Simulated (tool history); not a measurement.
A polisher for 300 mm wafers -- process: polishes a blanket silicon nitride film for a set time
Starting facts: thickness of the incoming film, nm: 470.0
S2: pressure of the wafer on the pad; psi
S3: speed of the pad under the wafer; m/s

run 1 day=0 | flow_of_slurry_(ml/min)=300 S2=4.5 S3=1.12 polishing_time_(s)=36 | film_removed_(nm)=91.921
run 2 day=0.233 | flow_of_slurry_(ml/min)=300 S2=4.5 S3=0.88 polishing_time_(s)=36 | film_removed_(nm)=76.099
run 3 day=0.379 | flow_of_slurry_(ml/min)=300 S2=4.2 S3=0.88 polishing_time_(s)=36 | film_removed_(nm)=72.011
run 4 day=0.625 | flow_of_slurry_(ml/min)=275 S2=4.2 S3=0.88 polishing_time_(s)=36 | film_removed_(nm)=72.655
run 5 day=0.675 | flow_of_slurry_(ml/min)=275 S2=4.2 S3=0.88 polishing_time_(s)=33 | film_removed_(nm)=65.951
run 6 day=0.879 | flow_of_slurry_(ml/min)=205 S2=4.2 S3=0.88 polishing_time_(s)=33 | film_removed_(nm)=62.611

Estimate the outcome of run 7 from the log above:
run 7 day=0.925 | flow_of_slurry_(ml/min)=205 S2=4 S3=0.88 polishing_time_(s)=33 | film_removed_(nm)=?

{"run 7": {"film removed (nm)": 61.278}}
